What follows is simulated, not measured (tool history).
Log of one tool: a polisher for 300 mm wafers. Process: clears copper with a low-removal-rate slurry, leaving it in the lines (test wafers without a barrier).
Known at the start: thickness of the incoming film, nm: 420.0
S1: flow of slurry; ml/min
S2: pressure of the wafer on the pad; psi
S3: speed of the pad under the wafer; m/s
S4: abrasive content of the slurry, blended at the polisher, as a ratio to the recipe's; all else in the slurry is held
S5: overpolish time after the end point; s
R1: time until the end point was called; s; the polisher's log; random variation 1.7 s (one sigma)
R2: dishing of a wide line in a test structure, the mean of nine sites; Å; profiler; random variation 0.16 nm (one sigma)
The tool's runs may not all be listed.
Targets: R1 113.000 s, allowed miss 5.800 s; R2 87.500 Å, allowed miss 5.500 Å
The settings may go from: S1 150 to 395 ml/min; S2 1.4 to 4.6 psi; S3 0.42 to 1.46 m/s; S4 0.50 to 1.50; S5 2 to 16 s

{"run": 1, "day": 0.0, "S1": 250, "S2": 3.0, "S3": 0.94, "S4": 1.0, "S5": 8, "R1": 183.75, "R2": 139.22}
{"run": 2, "day": 0.146, "S1": 250, "S2": 3.0, "S3": 0.94, "S4": 0.85, "S5": 8, "R1": 192.71, "R2": 130.94}
{"run": 3, "day": 0.508, "S1": 250, "S2": 3.3, "S3": 0.96, "S4": 0.8, "S5": 7, "R1": 180.6, "R2": 124.89}
{"run": 4, "day": 0.55, "S1": 250, "S2": 2.8, "S3": 0.96, "S4": 0.8, "S5": 7, "R1": 203.55, "R2": 109.29}
{"run": 5, "day": 0.592, "S1": 250, "S2": 2.8, "S3": 0.82, "S4": 0.8, "S5": 7, "R1": 227.86, "R2": 99.692}
{"run": 6, "day": 0.933, "S1": 245, "S2": 3.0, "S3": 0.92, "S4": 0.75, "S5": 6, "R1": 202.79, "R2": 96.617}
{"run": 7, "day": 1.062, "S1": 230, "S2": 3.2, "S3": 1.0, "S4": 0.7, "S5": 5, "R1": 191.88, "R2": 87.056}
{"run": 8, "day": 1.138, "S1": 220, "S2": 3.4, "S3": 1.08, "S4": 0.65, "S5": 4, "R1": 179.4, "R2": 74.798}
{"run": 9, "day": 1.179, "S1": 230, "S2": 3.6, "S3": 1.12, "S4": 0.65, "S5": 4, "R1": 164.93, "R2": 83.984}
{"run": 10, "day": 1.379, "S1": 230, "S2": 3.8, "S3": 1.16, "S4": 0.65, "S5": 4, "R1": 155.24, "R2": 85.154}
{"run": 11, "day": 1.446, "S1": 235, "S2": 3.9, "S3": 1.2, "S4": 0.65, "S5": 4, "R1": 147.44, "R2": 90.852}
{"run": 12, "day": 1.792, "S1": 235, "S2": 4.0, "S3": 1.24, "S4": 0.65, "S5": 4, "R1": 136.97, "R2": 94.105}
{"run": 13, "day": 2.121, "S1": 240, "S2": 4.1, "S3": 1.26, "S4": 0.65, "S5": 4, "R1": 139.08, "R2": 95.632}
{"run": 14, "day": 2.346, "S1": 235, "S2": 4.2, "S3": 1.3, "S4": 0.65, "S5": 4, "R1": 127.66, "R2": 102.41}
{"run": 15, "day": 2.579, "S1": 235, "S2": 4.3, "S3": 1.32, "S4": 0.65, "S5": 4, "R1": 125.52, "R2": 102.8}
{"run": 16, "day": 2.883, "S1": 235, "S2": 4.6, "S3": 1.34, "S4": 0.65, "S5": 2, "R1": 118.12, "R2": 56.611}
{"run": 17, "day": 2.929, "S1": 235, "S2": 4.6, "S3": 1.36, "S4": 0.65, "S5": 2, "R1": 117.38, "R2": 58.602}
{"run": 18, "day": 3.221, "S1": 235, "S2": 4.6, "S3": 1.38, "S4": 0.65, "S5": 2, "R1": 114.32, "R2": 57.178}
{"run": 19, "day": 3.529, "S1": 245, "S2": 4.4, "S3": 1.46, "S4": 0.7, "S5": 6, "R1": 111.72, "R2": 172.54}
{"run": 20, "day": 3.612, "S1": 245, "S2": 4.4, "S3": 1.42, "S4": 0.8, "S5": 6, "R1": 109.86, "R2": 172.74}
{"run": 21, "day": 3.921, "S1": 175, "S2": 3.6, "S3": 1.38, "S4": 1.05, "S5": 2, "R1": 121.51, "R2": 55.359}
{"run": 22, "day": 4.096, "S1": 185, "S2": 3.7, "S3": 1.4, "S4": 1.0, "S5": 2, "R1": 116.66, "R2": 55.878}
{"run": 23, "day": 4.183, "S1": 185, "S2": 3.8, "S3": 1.42, "S4": 0.95, "S5": 2, "R1": 116.29, "R2": 58.331}
{"run": 24, "day": 4.267, "S1": 185, "S2": 3.9, "S3": 1.42, "S4": 0.9, "S5": 2, "R1": 115.83, "R2": 59.47}
{"run": 25, "day": 4.629, "S1": 175, "S2": 4.1, "S3": 1.42, "S4": 0.8, "S5": 6, "R1": 113.82, "R2": 166.61}

4 next moves are on the table. One of them brings every result within its allowed miss. Which?
{"run": "A", "day": 4.992, "S1": 310, "S2": 4.6, "S3": 1.46, "S4": 0.85, "S5": 3, "R1": "?", "R2": "?"}
{"run": "B", "day": 4.992, "S1": 195, "S2": 3.9, "S3": 1.34, "S4": 0.7, "S5": 4, "R1": "?", "R2": "?"}
{"run": "C", "day": 4.992, "S1": 245, "S2": 4.4, "S3": 1.38, "S4": 0.75, "S5": 3, "R1": "?", "R2": "?"}
{"run": "D", "day": 4.992, "S1": 165, "S2": 3.3, "S3": 1.46, "S4": 1.1, "S5": 3, "R1": "?", "R2": "?"}

move=A R1=99.201 R2=96.736
move=B R1=134.850 R2=94.849
move=C R1=114.260 R2=84.531
move=D R1=125.680 R2=77.017
A: nearer than the last run, and not there yet
B: nearer than the last run, and not there yet
C: meets every target
D: takes the result that was furthest off past its target
Move C is the one to make.

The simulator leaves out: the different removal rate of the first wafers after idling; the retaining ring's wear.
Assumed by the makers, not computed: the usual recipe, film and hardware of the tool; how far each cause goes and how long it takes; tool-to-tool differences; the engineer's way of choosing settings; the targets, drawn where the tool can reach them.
